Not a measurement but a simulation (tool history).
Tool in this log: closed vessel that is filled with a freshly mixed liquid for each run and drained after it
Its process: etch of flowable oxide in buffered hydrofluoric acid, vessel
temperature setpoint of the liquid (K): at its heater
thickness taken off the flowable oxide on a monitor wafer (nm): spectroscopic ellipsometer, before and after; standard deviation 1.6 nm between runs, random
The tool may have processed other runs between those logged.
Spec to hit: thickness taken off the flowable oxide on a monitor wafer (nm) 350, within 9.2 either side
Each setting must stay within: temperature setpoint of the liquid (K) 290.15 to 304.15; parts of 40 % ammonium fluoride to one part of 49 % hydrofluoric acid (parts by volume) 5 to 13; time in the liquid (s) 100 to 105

run  hour  temperature setpoint of the liquid (K)  parts of 40 % ammonium fluoride to one part of 49 % hydrofluoric acid (parts by volume)  time in the liquid (s)  thickness taken off the flowable oxide on a monitor wafer (nm)
  1     0                                  296.15                                                                                        8                     100                                                          439.26
  2     8                                  296.15                                                                                      6.5                     100                                                          537.82
  3  15.9                                  294.15                                                                                        7                     100                                                          450.24
  4  22.2                                  294.15                                                                                        7                     100                                                          450.38
  5  27.6                                  296.15                                                                                        7                     100                                                          500.35
  6  28.9                                  294.15                                                                                        7                     100                                                          449.11
  7  32.7                                  293.15                                                                                        7                     100                                                             428
  8  38.3                                  292.15                                                                                        7                     100                                                          400.68

Of the 4 settings listed for the next run, only one would bring every result within its allowed miss of target. Which one?
  A  43.9                                  290.15                                                                                        6                     105                                                               ?
  B  43.9                                  292.15                                                                                      7.5                     100                                                               ?
  C  43.9                                  293.15                                                                                      8.5                     100                                                               ?
  D  43.9                                  295.65                                                                                      7.5                     105                                                               ?

move  thickness taken off the flowable oxide on a monitor wafer (nm)
   A                                                          432.03
   B                                                           379.8
   C                                                           350.9
   D                                                          484.52
A: lands further from the targets than the last run did
B: an improvement on the last run, though not all results are within tolerance
C: each result inside its tolerance
D: lands further from the targets than the last run did
So the answer is move C, the one that meets all the targets.
